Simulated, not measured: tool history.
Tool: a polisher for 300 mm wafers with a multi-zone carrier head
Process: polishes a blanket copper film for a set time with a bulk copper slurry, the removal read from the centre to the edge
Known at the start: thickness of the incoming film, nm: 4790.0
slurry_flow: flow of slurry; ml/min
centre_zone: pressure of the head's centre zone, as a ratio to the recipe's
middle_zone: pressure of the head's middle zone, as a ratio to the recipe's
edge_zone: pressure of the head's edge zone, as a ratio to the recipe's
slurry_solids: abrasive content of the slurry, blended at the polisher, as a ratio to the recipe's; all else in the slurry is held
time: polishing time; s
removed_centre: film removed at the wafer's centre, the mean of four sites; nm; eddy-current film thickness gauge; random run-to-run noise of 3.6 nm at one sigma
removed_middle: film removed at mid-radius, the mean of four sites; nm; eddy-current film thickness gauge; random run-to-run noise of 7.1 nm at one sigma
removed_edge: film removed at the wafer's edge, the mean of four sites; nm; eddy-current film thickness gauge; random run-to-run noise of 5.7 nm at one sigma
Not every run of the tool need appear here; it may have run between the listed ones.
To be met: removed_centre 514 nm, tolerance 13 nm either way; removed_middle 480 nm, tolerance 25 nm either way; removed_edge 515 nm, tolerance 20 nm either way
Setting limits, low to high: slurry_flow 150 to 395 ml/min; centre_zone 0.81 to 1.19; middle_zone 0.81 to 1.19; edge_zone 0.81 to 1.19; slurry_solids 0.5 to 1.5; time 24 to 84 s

run,day,slurry_flow,centre_zone,middle_zone,edge_zone,slurry_solids,time,removed_centre,removed_middle,removed_edge
1,0,250,1,1,1,1,54,577,651.7,637.21
2,0.375,250,1,0.98,0.98,0.95,54,573.17,630.71,607.74
3,0.667,250,0.92,0.98,0.98,0.95,54,523.52,648.39,621.26
4,0.767,250,1,0.98,0.98,0.95,54,568.24,626.78,612.79
5,0.808,250,0.92,0.98,0.98,0.95,54,524.59,637.96,609
6,1.046,245,0.93,0.96,0.97,0.9,54,519.27,608.38,603.59
7,1.133,245,0.93,0.96,0.97,0.9,54,517.77,630.98,607.61
8,1.242,245,0.95,0.94,0.97,0.85,53,522.67,593.03,588.34
9,1.308,240,0.96,0.92,0.96,0.8,53,520.77,561.24,582.44
10,1.667,225,1.03,0.88,0.86,0.55,51,509.25,505.32,514.05

Next run, 4 choices. One meets every target within its allowed miss, the rest don't. Which?
A,2.025,230,0.99,0.94,0.81,0.55,53,?,?,?
B,2.025,275,1.05,0.93,0.81,0.7,51,?,?,?
C,2.025,195,1.07,0.86,0.94,0.55,50,?,?,?
D,2.025,235,1.04,0.96,0.81,0.5,54,?,?,?

move,removed_centre,removed_middle,removed_edge
A,507.14,553.17,510.42
B,545.25,553.92,513.34
C,504.7,473.74,504.34
D,539.31,569.12,515.61
A: the biggest miss grows against the last run
B: the biggest miss grows against the last run
C: all results land within tolerance of their targets
D: the biggest miss grows against the last run
The right move is C.
